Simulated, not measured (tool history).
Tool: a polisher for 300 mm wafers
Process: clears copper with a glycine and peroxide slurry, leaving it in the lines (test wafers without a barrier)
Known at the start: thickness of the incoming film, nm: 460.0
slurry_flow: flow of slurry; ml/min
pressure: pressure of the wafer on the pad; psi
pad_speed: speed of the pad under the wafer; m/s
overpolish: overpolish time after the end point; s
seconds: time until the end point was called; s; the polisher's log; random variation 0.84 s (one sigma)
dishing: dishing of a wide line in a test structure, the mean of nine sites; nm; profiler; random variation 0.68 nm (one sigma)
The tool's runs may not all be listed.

run,hour,slurry_flow,pressure,pad_speed,overpolish,seconds,dishing
1,0.0,295,2.3,1.14,17,102.720,53.945
2,2.1,295,2.0,1.14,17,114.020,49.426
3,8.2,250,2.0,1.14,17,115.750,49.166
4,9.7,250,2.0,1.14,14,114.720,40.418
5,15.0,235,2.2,1.16,12,107.990,37.663
6,21.1,225,2.4,1.18,11,99.731,37.176
7,29.3,225,2.6,1.18,10,93.362,35.545

The next listed run, before its measurement:
8,36.6,230,2.7,1.18,9,?,?

{"run 8": {"seconds": 92.311, "dishing": 32.935}}
